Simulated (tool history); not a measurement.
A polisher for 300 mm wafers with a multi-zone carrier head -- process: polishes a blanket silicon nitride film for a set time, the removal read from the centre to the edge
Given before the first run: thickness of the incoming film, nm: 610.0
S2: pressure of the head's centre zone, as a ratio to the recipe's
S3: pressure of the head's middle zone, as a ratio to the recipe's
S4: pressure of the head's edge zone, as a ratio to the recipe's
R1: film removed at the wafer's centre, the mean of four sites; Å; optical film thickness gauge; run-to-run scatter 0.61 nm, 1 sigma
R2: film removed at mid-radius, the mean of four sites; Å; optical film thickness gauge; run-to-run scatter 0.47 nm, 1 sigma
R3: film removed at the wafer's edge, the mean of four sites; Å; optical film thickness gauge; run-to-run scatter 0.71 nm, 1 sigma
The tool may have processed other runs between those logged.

Run 1, hour 0.0: flow of slurry (ml/min) 220, S2 1.00, S3 1.00, S4 1.00, polishing time (s) 48. Result: R1 1021.70 Å, R2 1038.00 Å, R3 1012.90 Å.
Run 2, hour 7.1: flow of slurry (ml/min) 220, S2 0.95, S3 1.00, S4 1.00, polishing time (s) 48. Result: R1 976.38 Å, R2 1042.30 Å, R3 1041.00 Å.
Run 3, hour 13.4: flow of slurry (ml/min) 210, S2 0.94, S3 1.02, S4 0.97, polishing time (s) 43. Result: R1 873.50 Å, R2 930.91 Å, R3 920.35 Å.
Run 4, hour 17.4: flow of slurry (ml/min) 200, S2 0.92, S3 1.06, S4 0.94, polishing time (s) 39. Result: R1 751.87 Å, R2 872.47 Å, R3 798.45 Å.
Run 5, hour 23.8: flow of slurry (ml/min) 200, S2 0.92, S3 1.10, S4 0.94, polishing time (s) 39. Result: R1 773.61 Å, R2 896.45 Å, R3 803.98 Å.
Run 6, hour 27.3: flow of slurry (ml/min) 200, S2 0.88, S3 1.10, S4 0.94, polishing time (s) 39. Result: R1 726.29 Å, R2 888.73 Å, R3 810.93 Å.
Run 7, hour 34.8: flow of slurry (ml/min) 195, S2 0.88, S3 1.09, S4 0.92, polishing time (s) 36. Result: R1 663.76 Å, R2 811.03 Å, R3 735.26 Å.

Run 8 comes next. What will it give?
Run 8, hour 39.3: flow of slurry (ml/min) 190, S2 0.88, S3 1.09, S4 0.90, polishing time (s) 34. Result: R1 ?, R2 ?, R3 ?.

R1: 619.38 Å
R2: 770.94 Å
R3: 683.81 Å
